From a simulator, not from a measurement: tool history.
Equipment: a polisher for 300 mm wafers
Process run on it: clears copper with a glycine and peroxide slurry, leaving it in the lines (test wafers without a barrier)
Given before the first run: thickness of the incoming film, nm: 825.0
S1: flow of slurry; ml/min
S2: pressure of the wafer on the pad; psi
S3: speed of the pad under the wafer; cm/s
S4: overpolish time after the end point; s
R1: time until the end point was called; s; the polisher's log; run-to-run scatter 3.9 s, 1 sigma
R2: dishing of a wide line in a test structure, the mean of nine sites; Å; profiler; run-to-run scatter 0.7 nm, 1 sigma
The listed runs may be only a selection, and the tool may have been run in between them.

run 1 hour=0 | S1=120 S2=3.4 S3=124 S4=30 | R1=118.71 R2=388.44
run 2 hour=6.4 | S1=110 S2=3.4 S3=124 S4=30 | R1=122.28 R2=390.82
run 3 hour=9.8 | S1=110 S2=3.4 S3=124 S4=22 | R1=119.2 R2=378.09
run 4 hour=18.4 | S1=110 S2=3.1 S3=122 S4=23 | R1=130.24 R2=369.19
-- hour=21.3 worn pad replaced by a new one
run 5 hour=21.3 | S1=110 S2=3.1 S3=122 S4=17 | R1=121.18 R2=348.22
run 6 hour=27.9 | S1=110 S2=3.1 S3=122 S4=27 | R1=121.73 R2=385.67

Run 7, settings as shown, results not yet in. Your forecast:
run 7 hour=30.5 | S1=105 S2=2.8 S3=108 S4=26 | R1=? R2=?

Run 7 came out at R1 144.14 s, R2 378.34 Å.
